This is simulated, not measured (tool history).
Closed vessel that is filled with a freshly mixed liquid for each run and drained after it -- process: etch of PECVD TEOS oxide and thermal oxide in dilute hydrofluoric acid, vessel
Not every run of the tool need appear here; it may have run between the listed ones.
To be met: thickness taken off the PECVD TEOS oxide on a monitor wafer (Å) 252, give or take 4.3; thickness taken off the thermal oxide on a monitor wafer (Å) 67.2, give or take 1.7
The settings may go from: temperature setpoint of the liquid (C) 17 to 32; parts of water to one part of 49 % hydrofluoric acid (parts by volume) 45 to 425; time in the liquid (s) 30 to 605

run	day	temperature setpoint of the liquid (C)	parts of water to one part of 49 % hydrofluoric acid (parts by volume)	time in the liquid (s)	thickness taken off the PECVD TEOS oxide on a monitor wafer (Å)	thickness taken off the thermal oxide on a monitor wafer (Å)
1	0	24	235	310	210.01	55.654
2	0.196	25	235	310	217.98	58.248
3	0.279	25.5	235	310	221.76	58.802
4	0.346	26	235	310	225.87	60.38
5	0.646	26	235	225	163.02	43.416
6	0.825	27	230	225	174.12	46.702
7	1.142	27.5	225	225	181.25	48.898
8	1.388	28	220	225	192.71	50.8
9	1.496	31	180	230	276.46	73.207
10	1.788	31	180	230	278.07	73.654
11	1.988	31	180	230	277.85	74.465
12	2.312	30.5	180	230	270.97	72.138
13	2.475	30	180	230	270.74	70.798
14	2.808	29.5	185	235	258.12	68.682

5 next moves are on the table. One of them brings every result within its allowed miss. Which?
A	3.142	29	220	285	?	?
B	3.142	29	215	290	?	?
C	3.142	29.5	180	235	?	?
D	3.142	26	230	350	?	?
E	3.142	31	340	510	?	?

move	thickness taken off the PECVD TEOS oxide on a monitor wafer (Å)	thickness taken off the thermal oxide on a monitor wafer (Å)
A	248.74	66.887
B	260.52	70.055
C	267.72	71.99
D	260.17	69.959
E	268.71	72.257
A: every result lands within tolerance
B: misses by more than the last run did
C: misses by more than the last run did
D: misses by more than the last run did
E: misses by more than the last run did
The right move is A.
